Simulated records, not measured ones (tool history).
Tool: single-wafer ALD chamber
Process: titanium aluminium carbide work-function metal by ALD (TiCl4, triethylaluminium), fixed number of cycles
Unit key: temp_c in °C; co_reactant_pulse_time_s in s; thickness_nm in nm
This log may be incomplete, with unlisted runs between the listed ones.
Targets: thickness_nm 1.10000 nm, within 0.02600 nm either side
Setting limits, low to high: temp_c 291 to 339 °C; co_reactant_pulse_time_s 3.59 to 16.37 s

run   hour  temp_c  co_reactant_pulse_time_s  thickness_nm
  1    0.0     315                      9.98       2.30890
  2    4.8     309                      8.44       2.15780
  3   13.4     305                      7.27       1.99910
  4   17.1     299                      7.27       1.94600
  5   23.2     293                      7.27       1.89450
  6   25.7     293                      6.39       1.73030
  7   27.0     293                      6.39       1.74250
  8   33.4     293                      5.72       1.54890
  9   35.8     291                      3.59       0.27531
 10   39.0     291                      4.13       0.73510
 11   45.5     291                      4.39       0.91593
 12   46.7     291                      4.51       0.98867
 13   48.4     291                      4.58       1.03090
 14   49.8     291                      4.62       1.05610
 15   53.4     291                      4.65       1.07510
 16   54.3     295                      5.35       1.43310
 17   58.4     294                      5.15       1.33700
 18   62.2     293                      4.99       1.25550
 19   64.5     293                      4.99       1.25990
 20   67.1     297                      4.97       1.26920
 21   74.7     296                      4.95       1.24810
 22   79.2     295                      4.92       1.24170
 23   84.5     294                      4.87       1.21200
 24   93.1     293                      4.81       1.17430
 25  100.0     293                      4.75       1.14300

Which one of the following 4 next-run settings gets every result inside its allowed miss? There is exactly one.
  A  106.9     292                      4.87             ?
  B  106.9     295                      4.91             ?
  C  106.9     292                      4.71             ?
  D  106.9     297                      4.83             ?

move  thickness_nm
   A       1.19400
   B       1.22980
   C       1.10970
   D       1.19900
A: moves away from the targets compared with the last run
B: moves away from the targets compared with the last run
C: in spec on every target
D: moves away from the targets compared with the last run
C meets every target.
